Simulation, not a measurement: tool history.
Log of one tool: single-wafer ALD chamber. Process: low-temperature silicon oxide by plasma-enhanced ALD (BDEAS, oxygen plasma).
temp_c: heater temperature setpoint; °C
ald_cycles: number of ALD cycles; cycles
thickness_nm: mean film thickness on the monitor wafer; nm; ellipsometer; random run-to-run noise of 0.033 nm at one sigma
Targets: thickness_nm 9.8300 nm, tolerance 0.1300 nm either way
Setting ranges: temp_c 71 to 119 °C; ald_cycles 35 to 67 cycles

{"run": 1, "day": 0.0, "temp_c": 95, "ald_cycles": 51, "thickness_nm": 8.1141}
{"run": 2, "day": 0.279, "temp_c": 92, "ald_cycles": 52, "thickness_nm": 8.3609}
{"run": 3, "day": 0.546, "temp_c": 89, "ald_cycles": 53, "thickness_nm": 8.6121}
{"run": 4, "day": 0.583, "temp_c": 79, "ald_cycles": 53, "thickness_nm": 8.8648}
{"run": 5, "day": 0.838, "temp_c": 78, "ald_cycles": 54, "thickness_nm": 9.0148}
{"run": 6, "day": 0.988, "temp_c": 78, "ald_cycles": 51, "thickness_nm": 8.5369}
{"run": 7, "day": 1.117, "temp_c": 77, "ald_cycles": 52, "thickness_nm": 8.7634}
{"run": 8, "day": 1.383, "temp_c": 76, "ald_cycles": 53, "thickness_nm": 8.9302}
{"day": 1.408, "done": "thermocouple changed; heater temperature recalibrated"}
{"run": 9, "day": 1.408, "temp_c": 76, "ald_cycles": 53, "thickness_nm": 8.7667}

5 candidate next runs follow, results not yet known. Just one meets every target within its allowed miss. Identify it.
{"run": "A", "day": 1.433, "temp_c": 88, "ald_cycles": 48, "thickness_nm": "?"}
{"run": "B", "day": 1.433, "temp_c": 75, "ald_cycles": 61, "thickness_nm": "?"}
{"run": "C", "day": 1.433, "temp_c": 81, "ald_cycles": 59, "thickness_nm": "?"}
{"run": "D", "day": 1.433, "temp_c": 84, "ald_cycles": 61, "thickness_nm": "?"}
{"run": "E", "day": 1.433, "temp_c": 71, "ald_cycles": 57, "thickness_nm": "?"}

move=A thickness_nm=7.6948
move=B thickness_nm=10.1670
move=C thickness_nm=9.6604
move=D thickness_nm=9.8983
move=E thickness_nm=9.6120
A: lands further from the targets than the last run did
B: carries the result that was furthest off beyond its target, to the other side
C: closer than the last run, but not yet in spec
D: meets every target
E: closer than the last run, but not yet in spec
Move D is the one to make.
